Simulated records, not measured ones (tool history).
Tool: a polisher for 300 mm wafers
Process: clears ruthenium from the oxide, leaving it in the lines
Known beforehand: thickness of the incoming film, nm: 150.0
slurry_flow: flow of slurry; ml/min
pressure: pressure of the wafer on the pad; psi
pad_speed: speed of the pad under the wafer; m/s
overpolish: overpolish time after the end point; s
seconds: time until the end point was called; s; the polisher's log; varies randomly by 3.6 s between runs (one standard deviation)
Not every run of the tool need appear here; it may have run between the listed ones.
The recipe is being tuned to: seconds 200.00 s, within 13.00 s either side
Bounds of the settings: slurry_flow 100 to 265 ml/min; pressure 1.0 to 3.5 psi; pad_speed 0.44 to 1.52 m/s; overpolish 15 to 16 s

run  hour  slurry_flow  pressure  pad_speed  overpolish  seconds
  1   0.0          170       2.2       0.98          15   143.03
  2   5.1          170       2.2       1.10          15   134.71
  3  14.1          170       2.2       1.26          15   118.29
  4  22.6          170       2.0       1.24          15   132.68
  5  30.8          170       1.9       1.22          15   141.63
  6  34.0          140       1.9       1.22          15   150.87
  7  36.8          140       1.8       1.22          15   155.96
  8  41.5          140       1.7       1.22          15   166.48
  9  44.7          140       1.6       1.22          15   175.01

Exercise: of the 5 proposed moves below, exactly one satisfies all targets within the stated allowed misses. Which move is it?
  A  47.9          100       1.5       1.20          16        ?
  B  47.9          150       1.4       1.02          16        ?
  C  47.9          130       1.1       1.28          16        ?
  D  47.9          105       1.2       1.24          15        ?
  E  47.9          145       1.8       1.26          15        ?

move  seconds
   A   202.32
   B   218.97
   C   241.53
   D   240.74
   E   149.21
A: all results land within tolerance of their targets
B: carries the result that was furthest off beyond its target, to the other side
C: carries the result that was furthest off beyond its target, to the other side
D: carries the result that was furthest off beyond its target, to the other side
E: moves away from the targets compared with the last run
Move A is the one to make.
